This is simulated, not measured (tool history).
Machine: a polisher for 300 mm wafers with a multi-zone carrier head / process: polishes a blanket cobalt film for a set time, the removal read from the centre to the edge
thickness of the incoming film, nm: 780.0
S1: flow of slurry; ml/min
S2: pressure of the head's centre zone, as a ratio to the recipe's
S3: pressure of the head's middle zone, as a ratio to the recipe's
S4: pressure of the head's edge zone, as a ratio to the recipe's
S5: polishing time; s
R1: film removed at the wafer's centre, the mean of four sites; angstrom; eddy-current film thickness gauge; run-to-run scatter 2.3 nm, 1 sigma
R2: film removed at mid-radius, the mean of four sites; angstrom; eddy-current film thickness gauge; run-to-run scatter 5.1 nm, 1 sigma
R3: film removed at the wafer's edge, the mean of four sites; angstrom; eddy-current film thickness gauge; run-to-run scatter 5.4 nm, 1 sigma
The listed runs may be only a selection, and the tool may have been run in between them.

| run | hour | S1 | S2 | S3 | S4 | S5 | R1 | R2 | R3 |
|---|---|---|---|---|---|---|---|---|---|
| 1 | 0.0 | 130 | 1.00 | 1.00 | 1.00 | 76 | 2576.5 | 2636.4 | 2737.3 |
| 2 | 2.0 | 130 | 1.05 | 1.00 | 1.00 | 76 | 2697.8 | 2571.8 | 2675.0 |
| 3 | 10.8 | 130 | 1.02 | 1.00 | 1.00 | 76 | 2591.7 | 2580.9 | 2667.6 |
| 4 | 13.6 | 135 | 1.01 | 1.02 | 1.03 | 79 | 2701.3 | 2751.1 | 2784.0 |
| 5 | 16.2 | 135 | 0.99 | 1.02 | 1.03 | 84 | 2832.3 | 2868.5 | 3008.7 |
| 6 | 24.2 | 140 | 0.97 | 1.04 | 1.03 | 87 | 2905.6 | 3058.4 | 3104.5 |
| 7 | 26.1 | 140 | 0.95 | 1.05 | 1.04 | 90 | 2938.9 | 3203.5 | 3251.0 |
| 8 | 31.9 | 145 | 0.94 | 1.06 | 1.05 | 92 | 2945.5 | 3269.5 | 3349.5 |
| 9 | 38.2 | 150 | 0.94 | 1.07 | 1.06 | 94 | 3089.4 | 3437.9 | 3414.6 |
| 10 | 46.2 | 150 | 0.93 | 1.08 | 1.07 | 96 | 3103.5 | 3483.7 | 3480.3 |
| 11 | 52.6 | 150 | 0.92 | 1.08 | 1.07 | 98 | 3157.4 | 3498.2 | 3567.2 |
| 12 | 54.4 | 150 | 0.91 | 1.09 | 1.07 | 99 | 3178.5 | 3525.4 | 3692.2 |
| 13 | 62.8 | 155 | 0.90 | 1.11 | 1.07 | 100 | 3151.4 | 3650.3 | 3768.5 |

The next listed run, before its measurement:
| 14 | 66.3 | 160 | 0.90 | 1.12 | 1.07 | 100 | ? | ? | ? |

{"run 14": {"R1": 3172.3, "R2": 3766.1, "R3": 3727.2}}

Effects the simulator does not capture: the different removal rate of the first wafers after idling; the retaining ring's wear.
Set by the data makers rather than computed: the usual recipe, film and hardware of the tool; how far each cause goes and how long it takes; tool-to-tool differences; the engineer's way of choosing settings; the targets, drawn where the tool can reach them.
